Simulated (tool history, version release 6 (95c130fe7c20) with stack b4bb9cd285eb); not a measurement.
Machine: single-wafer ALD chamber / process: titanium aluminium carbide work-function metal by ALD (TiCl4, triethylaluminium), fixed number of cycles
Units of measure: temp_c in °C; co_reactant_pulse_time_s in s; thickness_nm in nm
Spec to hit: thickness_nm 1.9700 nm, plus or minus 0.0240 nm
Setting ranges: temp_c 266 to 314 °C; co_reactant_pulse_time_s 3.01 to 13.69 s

{"run": 1, "hour": 0.0, "temp_c": 290, "co_reactant_pulse_time_s": 8.35, "thickness_nm": 1.8074}
{"run": 2, "hour": 2.1, "temp_c": 286, "co_reactant_pulse_time_s": 8.35, "thickness_nm": 1.7666}
{"run": 3, "hour": 3.1, "temp_c": 292, "co_reactant_pulse_time_s": 8.52, "thickness_nm": 1.8222}
{"run": 4, "hour": 5.6, "temp_c": 297, "co_reactant_pulse_time_s": 8.7, "thickness_nm": 1.8758}
{"run": 5, "hour": 11.4, "temp_c": 297, "co_reactant_pulse_time_s": 10.8, "thickness_nm": 1.9226}
{"run": 6, "hour": 19.5, "temp_c": 290, "co_reactant_pulse_time_s": 10.8, "thickness_nm": 1.8584}
{"run": 7, "hour": 28.3, "temp_c": 294, "co_reactant_pulse_time_s": 10.96, "thickness_nm": 1.9114}
{"run": 8, "hour": 31.6, "temp_c": 296, "co_reactant_pulse_time_s": 11.03, "thickness_nm": 1.9114}
{"run": 9, "hour": 36.8, "temp_c": 298, "co_reactant_pulse_time_s": 11.14, "thickness_nm": 1.9335}

Of the 5 settings listed for the next run, only one would bring every result within its allowed miss of target. Which one?
{"run": "A", "hour": 42.0, "temp_c": 293, "co_reactant_pulse_time_s": 12.78, "thickness_nm": "?"}
{"run": "B", "hour": 42.0, "temp_c": 292, "co_reactant_pulse_time_s": 11.01, "thickness_nm": "?"}
{"run": "C", "hour": 42.0, "temp_c": 301, "co_reactant_pulse_time_s": 9.4, "thickness_nm": "?"}
{"run": "D", "hour": 42.0, "temp_c": 296, "co_reactant_pulse_time_s": 10.05, "thickness_nm": "?"}
{"run": "E", "hour": 42.0, "temp_c": 304, "co_reactant_pulse_time_s": 9.79, "thickness_nm": "?"}

move=A thickness_nm=1.9200
move=B thickness_nm=1.8907
move=C thickness_nm=1.9403
move=D thickness_nm=1.9101
move=E thickness_nm=1.9763
A: its largest miss is bigger than the last run's
B: its largest miss is bigger than the last run's
C: gains on the last run, yet a result remains outside its allowed miss
D: its largest miss is bigger than the last run's
E: in spec on every target
Answer: E

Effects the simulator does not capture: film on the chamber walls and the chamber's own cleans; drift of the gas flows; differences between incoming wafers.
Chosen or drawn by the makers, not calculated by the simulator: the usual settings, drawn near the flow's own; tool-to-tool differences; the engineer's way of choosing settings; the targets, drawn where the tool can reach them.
